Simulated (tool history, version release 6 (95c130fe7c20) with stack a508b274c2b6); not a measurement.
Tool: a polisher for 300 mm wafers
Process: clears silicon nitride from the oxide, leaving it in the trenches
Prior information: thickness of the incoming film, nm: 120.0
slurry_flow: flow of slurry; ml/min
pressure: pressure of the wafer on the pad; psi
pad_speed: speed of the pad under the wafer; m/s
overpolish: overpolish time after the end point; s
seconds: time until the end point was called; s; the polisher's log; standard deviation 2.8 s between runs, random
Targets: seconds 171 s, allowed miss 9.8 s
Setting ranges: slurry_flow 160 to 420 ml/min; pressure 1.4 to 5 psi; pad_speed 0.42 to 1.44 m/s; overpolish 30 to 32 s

{"run": 1, "hour": 0.0, "slurry_flow": 270, "pressure": 3.2, "pad_speed": 0.92, "overpolish": 30, "seconds": 118.05}
{"run": 2, "hour": 2.4, "slurry_flow": 270, "pressure": 3.2, "pad_speed": 1.04, "overpolish": 30, "seconds": 107.67}
{"run": 3, "hour": 8.3, "slurry_flow": 270, "pressure": 3, "pad_speed": 1.04, "overpolish": 30, "seconds": 114.72}
{"run": 4, "hour": 16.3, "slurry_flow": 270, "pressure": 3, "pad_speed": 1.04, "overpolish": 30, "seconds": 112.05}
{"run": 5, "hour": 22.2, "slurry_flow": 270, "pressure": 3, "pad_speed": 1.04, "overpolish": 30, "seconds": 112.44}
{"run": 6, "hour": 31.2, "slurry_flow": 270, "pressure": 2.5, "pad_speed": 1.04, "overpolish": 30, "seconds": 123.2}
{"run": 7, "hour": 39.3, "slurry_flow": 270, "pressure": 2.5, "pad_speed": 1.04, "overpolish": 30, "seconds": 122.29}
{"run": 8, "hour": 40.4, "slurry_flow": 270, "pressure": 2.4, "pad_speed": 1.02, "overpolish": 30, "seconds": 126.73}
{"run": 9, "hour": 46.5, "slurry_flow": 270, "pressure": 2.3, "pad_speed": 1, "overpolish": 30, "seconds": 133.18}
{"run": 10, "hour": 55.3, "slurry_flow": 270, "pressure": 2.2, "pad_speed": 0.98, "overpolish": 30, "seconds": 140.15}
{"run": 11, "hour": 55.9, "slurry_flow": 270, "pressure": 2.1, "pad_speed": 0.98, "overpolish": 30, "seconds": 144.39}

Next run, 4 choices. One meets every target within its allowed miss, the rest don't. Which?
{"run": "A", "hour": 56.5, "slurry_flow": 355, "pressure": 2.4, "pad_speed": 1.12, "overpolish": 32, "seconds": "?"}
{"run": "B", "hour": 56.5, "slurry_flow": 245, "pressure": 1.8, "pad_speed": 0.88, "overpolish": 32, "seconds": "?"}
{"run": "C", "hour": 56.5, "slurry_flow": 335, "pressure": 2.7, "pad_speed": 1, "overpolish": 32, "seconds": "?"}
{"run": "D", "hour": 56.5, "slurry_flow": 245, "pressure": 2.3, "pad_speed": 1.24, "overpolish": 30, "seconds": "?"}

move=A seconds=116.81
move=B seconds=173.51
move=C seconds=122.27
move=D seconds=111.9
A: its largest miss is bigger than the last run's
B: meets every target
C: its largest miss is bigger than the last run's
D: its largest miss is bigger than the last run's
Move B is the one to make.

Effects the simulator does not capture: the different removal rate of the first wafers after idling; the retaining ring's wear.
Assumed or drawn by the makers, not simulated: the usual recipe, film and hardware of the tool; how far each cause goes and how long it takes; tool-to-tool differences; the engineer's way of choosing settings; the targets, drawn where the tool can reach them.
